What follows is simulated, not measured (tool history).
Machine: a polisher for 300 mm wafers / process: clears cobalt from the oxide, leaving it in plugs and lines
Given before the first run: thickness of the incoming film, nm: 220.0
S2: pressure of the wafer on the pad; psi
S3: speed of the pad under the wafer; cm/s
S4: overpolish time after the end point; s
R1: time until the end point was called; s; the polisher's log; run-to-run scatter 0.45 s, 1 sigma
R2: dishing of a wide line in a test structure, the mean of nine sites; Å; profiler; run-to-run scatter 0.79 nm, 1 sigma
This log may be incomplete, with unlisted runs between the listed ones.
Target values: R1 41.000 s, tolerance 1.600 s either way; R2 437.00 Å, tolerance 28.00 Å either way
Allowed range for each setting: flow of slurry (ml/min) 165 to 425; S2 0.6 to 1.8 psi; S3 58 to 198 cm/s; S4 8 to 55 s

{"run": 1, "day": 0.0, "flow of slurry (ml/min)": 275, "S2": 1.2, "S3": 128, "S4": 28, "R1": 65.1, "R2": 357.81}
{"run": 2, "day": 0.246, "flow of slurry (ml/min)": 275, "S2": 1.3, "S3": 128, "S4": 28, "R1": 61.445, "R2": 376.11}
{"run": 3, "day": 0.288, "flow of slurry (ml/min)": 275, "S2": 1.4, "S3": 130, "S4": 27, "R1": 56.324, "R2": 376.75}
{"run": 4, "day": 0.354, "flow of slurry (ml/min)": 275, "S2": 1.4, "S3": 130, "S4": 34, "R1": 55.283, "R2": 410.8}
{"run": 5, "day": 0.588, "flow of slurry (ml/min)": 230, "S2": 1.4, "S3": 130, "S4": 34, "R1": 55.701, "R2": 408.53}
{"run": 6, "day": 0.654, "flow of slurry (ml/min)": 230, "S2": 1.4, "S3": 106, "S4": 34, "R1": 66.681, "R2": 371.59}
{"run": 7, "day": 0.821, "flow of slurry (ml/min)": 235, "S2": 1.7, "S3": 130, "S4": 31, "R1": 48.245, "R2": 416.2}
{"run": 8, "day": 1.062, "flow of slurry (ml/min)": 235, "S2": 1.7, "S3": 134, "S4": 30, "R1": 46.515, "R2": 417.86}
{"run": 9, "day": 1.088, "flow of slurry (ml/min)": 240, "S2": 1.8, "S3": 140, "S4": 30, "R1": 41.862, "R2": 421.59}
{"run": 10, "day": 1.433, "flow of slurry (ml/min)": 240, "S2": 1.8, "S3": 140, "S4": 31, "R1": 42.81, "R2": 430.97}

Which of these 5 next moves meets every target?
{"run": "A", "day": 1.779, "flow of slurry (ml/min)": 225, "S2": 1.8, "S3": 136, "S4": 32, "R1": "?", "R2": "?"}
{"run": "B", "day": 1.779, "flow of slurry (ml/min)": 175, "S2": 1.8, "S3": 144, "S4": 37, "R1": "?", "R2": "?"}
{"run": "C", "day": 1.779, "flow of slurry (ml/min)": 205, "S2": 1.8, "S3": 166, "S4": 27, "R1": "?", "R2": "?"}
{"run": "D", "day": 1.779, "flow of slurry (ml/min)": 185, "S2": 1.7, "S3": 166, "S4": 40, "R1": "?", "R2": "?"}
{"run": "E", "day": 1.779, "flow of slurry (ml/min)": 240, "S2": 1.8, "S3": 126, "S4": 45, "R1": "?", "R2": "?"}

move=A R1=44.406 R2=412.18
move=B R1=44.277 R2=422.54
move=C R1=38.649 R2=408.97
move=D R1=41.408 R2=429.85
move=E R1=46.586 R2=430.65
A: the biggest miss grows against the last run
B: the biggest miss grows against the last run
C: takes the biggest miss from the last run beyond its target
D: all results in spec
E: the biggest miss grows against the last run
So the answer is move D, the one that meets all the targets.

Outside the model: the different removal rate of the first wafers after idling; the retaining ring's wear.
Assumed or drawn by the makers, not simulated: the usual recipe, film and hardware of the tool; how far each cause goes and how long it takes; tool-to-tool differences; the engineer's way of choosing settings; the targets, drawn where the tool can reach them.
